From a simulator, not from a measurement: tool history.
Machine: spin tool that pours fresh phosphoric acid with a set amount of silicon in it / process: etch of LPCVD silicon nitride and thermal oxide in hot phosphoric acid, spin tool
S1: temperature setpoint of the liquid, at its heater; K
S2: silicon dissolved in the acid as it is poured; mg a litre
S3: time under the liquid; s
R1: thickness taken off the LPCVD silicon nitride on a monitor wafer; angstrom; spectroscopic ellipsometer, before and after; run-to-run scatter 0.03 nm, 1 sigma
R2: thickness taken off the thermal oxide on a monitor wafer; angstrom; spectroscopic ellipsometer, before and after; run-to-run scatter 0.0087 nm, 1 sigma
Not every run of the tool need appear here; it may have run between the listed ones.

run	hour	S1	S2	S3	R1	R2
1	0.0	437.15	24.0	120	101.980	2.17150
2	8.2	437.15	24.0	75	63.456	1.36950
3	10.5	436.15	27.0	70	57.608	1.25250
4	12.9	435.65	32.5	70	57.015	0.68511
5	17.8	435.65	26.0	70	56.592	1.31480
6	20.8	435.15	28.5	70	55.273	1.16450
7	22.8	434.65	31.0	70	54.468	0.94454
8	29.8	434.15	32.5	70	53.756	0.89972

Run 9 is up next; what results do you expect?
9	30.4	433.65	34.0	70	?	?

Run 9 yielded R1 53.178 angstrom, R2 0.81638 angstrom.
